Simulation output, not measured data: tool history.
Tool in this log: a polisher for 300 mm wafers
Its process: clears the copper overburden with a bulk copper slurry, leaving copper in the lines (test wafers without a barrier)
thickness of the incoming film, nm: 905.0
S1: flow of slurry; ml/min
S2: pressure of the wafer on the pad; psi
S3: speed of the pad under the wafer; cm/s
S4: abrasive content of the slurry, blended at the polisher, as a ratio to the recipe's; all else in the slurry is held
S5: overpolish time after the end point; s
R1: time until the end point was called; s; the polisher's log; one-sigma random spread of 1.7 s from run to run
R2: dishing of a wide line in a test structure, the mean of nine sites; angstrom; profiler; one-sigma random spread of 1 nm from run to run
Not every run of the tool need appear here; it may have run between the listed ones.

Run 1, hour 0.0: S1 135 ml/min, S2 3.1 psi, S3 98 cm/s, S4 1.0, S5 23 s. Result: R1 96.954 s, R2 894.39 angstrom.
Run 2, hour 7.4: S1 135 ml/min, S2 3.1 psi, S3 98 cm/s, S4 0.8, S5 23 s. Result: R1 105.740 s, R2 873.15 angstrom.
Run 3, hour 11.0: S1 135 ml/min, S2 2.8 psi, S3 98 cm/s, S4 0.8, S5 21 s. Result: R1 116.040 s, R2 760.39 angstrom.
Run 4, hour 13.9: S1 160 ml/min, S2 2.8 psi, S3 98 cm/s, S4 0.8, S5 21 s. Result: R1 112.910 s, R2 770.90 angstrom.
Run 5, hour 21.0: S1 160 ml/min, S2 2.8 psi, S3 98 cm/s, S4 0.8, S5 29 s. Result: R1 114.160 s, R2 895.82 angstrom.
Run 6, hour 23.6: S1 160 ml/min, S2 2.6 psi, S3 98 cm/s, S4 0.8, S5 27 s. Result: R1 122.140 s, R2 820.61 angstrom.
Run 7, hour 28.3: S1 160 ml/min, S2 2.5 psi, S3 98 cm/s, S4 0.8, S5 25 s. Result: R1 124.080 s, R2 773.16 angstrom.
Run 8, hour 32.1: S1 160 ml/min, S2 2.4 psi, S3 98 cm/s, S4 0.8, S5 24 s. Result: R1 130.030 s, R2 738.28 angstrom.
Run 9, hour 35.6: S1 160 ml/min, S2 2.3 psi, S3 98 cm/s, S4 0.8, S5 23 s. Result: R1 132.210 s, R2 722.65 angstrom.

Expected results for the next run?
Run 10, hour 42.7: S1 145 ml/min, S2 2.0 psi, S3 98 cm/s, S4 0.8, S5 17 s. Result: R1 ?, R2 ?.

{"run 10": {"R1": 158.24, "R2": 538.17}}
